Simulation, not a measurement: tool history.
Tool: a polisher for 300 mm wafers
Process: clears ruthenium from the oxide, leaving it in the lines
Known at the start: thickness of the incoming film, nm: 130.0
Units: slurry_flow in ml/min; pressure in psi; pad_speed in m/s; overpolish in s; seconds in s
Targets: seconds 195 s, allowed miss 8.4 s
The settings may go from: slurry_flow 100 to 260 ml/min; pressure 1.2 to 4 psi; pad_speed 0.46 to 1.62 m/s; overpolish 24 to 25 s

run 1 day=0 | slurry_flow=165 pressure=2.6 pad_speed=1.04 overpolish=24 | seconds=95.226
run 2 day=0.296 | slurry_flow=140 pressure=2.6 pad_speed=1.04 overpolish=24 | seconds=99.977
run 3 day=0.408 | slurry_flow=140 pressure=2.6 pad_speed=1.04 overpolish=25 | seconds=100.78
run 4 day=0.608 | slurry_flow=140 pressure=2.6 pad_speed=1.04 overpolish=25 | seconds=99.972
run 5 day=0.733 | slurry_flow=135 pressure=2.3 pad_speed=1.02 overpolish=25 | seconds=114.87
run 6 day=1.021 | slurry_flow=130 pressure=2.1 pad_speed=1 overpolish=25 | seconds=126.8
run 7 day=1.242 | slurry_flow=125 pressure=1.9 pad_speed=0.98 overpolish=25 | seconds=146.71
run 8 day=1.296 | slurry_flow=125 pressure=1.8 pad_speed=0.98 overpolish=25 | seconds=155.34
run 9 day=1.567 | slurry_flow=125 pressure=1.7 pad_speed=0.98 overpolish=25 | seconds=166.48
run 10 day=1.6 | slurry_flow=120 pressure=1.3 pad_speed=0.98 overpolish=25 | seconds=215.8

5 next moves are on the table. One of them brings every result within its allowed miss. Which?
run A day=1.633 | slurry_flow=100 pressure=1.6 pad_speed=0.74 overpolish=24 | seconds=?
run B day=1.633 | slurry_flow=100 pressure=1.2 pad_speed=1 overpolish=25 | seconds=?
run C day=1.633 | slurry_flow=140 pressure=1.3 pad_speed=1.14 overpolish=25 | seconds=?
run D day=1.633 | slurry_flow=120 pressure=1.5 pad_speed=1.02 overpolish=24 | seconds=?
run E day=1.633 | slurry_flow=100 pressure=1.8 pad_speed=0.82 overpolish=25 | seconds=?

move=A seconds=238.36
move=B seconds=234.02
move=C seconds=175.29
move=D seconds=176.72
move=E seconds=193.01
A: further off than the last run
B: further off than the last run
C: takes the result that was furthest off past its target
D: takes the result that was furthest off past its target
E: meets every target
Answer: E

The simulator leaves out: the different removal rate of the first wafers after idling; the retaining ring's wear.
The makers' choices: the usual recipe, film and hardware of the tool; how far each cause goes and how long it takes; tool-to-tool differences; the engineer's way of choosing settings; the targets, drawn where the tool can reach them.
